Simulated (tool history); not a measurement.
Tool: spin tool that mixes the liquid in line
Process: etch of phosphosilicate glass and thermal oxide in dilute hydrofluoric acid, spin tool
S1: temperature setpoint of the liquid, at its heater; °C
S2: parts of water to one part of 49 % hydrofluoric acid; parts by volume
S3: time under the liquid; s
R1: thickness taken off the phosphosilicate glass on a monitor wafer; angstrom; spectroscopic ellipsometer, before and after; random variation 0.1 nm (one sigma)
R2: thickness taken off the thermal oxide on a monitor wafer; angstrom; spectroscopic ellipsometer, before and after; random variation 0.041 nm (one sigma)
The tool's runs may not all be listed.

Run 1, day 0: S1 25 °C, S2 265 parts by volume, S3 70 s. Result: R1 234.71 angstrom, R2 10.411 angstrom.
Run 2, day 0.296: S1 25 °C, S2 335 parts by volume, S3 70 s. Result: R1 172.24 angstrom, R2 8.0843 angstrom.
Run 3, day 0.642: S1 27.5 °C, S2 320 parts by volume, S3 70 s. Result: R1 199.93 angstrom, R2 8.5667 angstrom.
Run 4, day 0.875: S1 29.5 °C, S2 320 parts by volume, S3 70 s. Result: R1 212.26 angstrom, R2 8.659 angstrom.
Run 5, day 1.1: S1 28 °C, S2 320 parts by volume, S3 70 s. Result: R1 203.49 angstrom, R2 8.9975 angstrom.
Run 6, day 1.321: S1 28 °C, S2 320 parts by volume, S3 45 s. Result: R1 130.3 angstrom, R2 6.0456 angstrom.
Run 7, day 1.671: S1 32 °C, S2 215 parts by volume, S3 45 s. Result: R1 249.62 angstrom, R2 10.755 angstrom.
Run 8, day 1.717: S1 32 °C, S2 210 parts by volume, S3 45 s. Result: R1 256.65 angstrom, R2 11.083 angstrom.

The next listed run, before its measurement:
Run 9, day 1.933: S1 32 °C, S2 205 parts by volume, S3 45 s. Result: R1 ?, R2 ?.

Run 9 gave R1 266.13 angstrom, R2 12.016 angstrom.

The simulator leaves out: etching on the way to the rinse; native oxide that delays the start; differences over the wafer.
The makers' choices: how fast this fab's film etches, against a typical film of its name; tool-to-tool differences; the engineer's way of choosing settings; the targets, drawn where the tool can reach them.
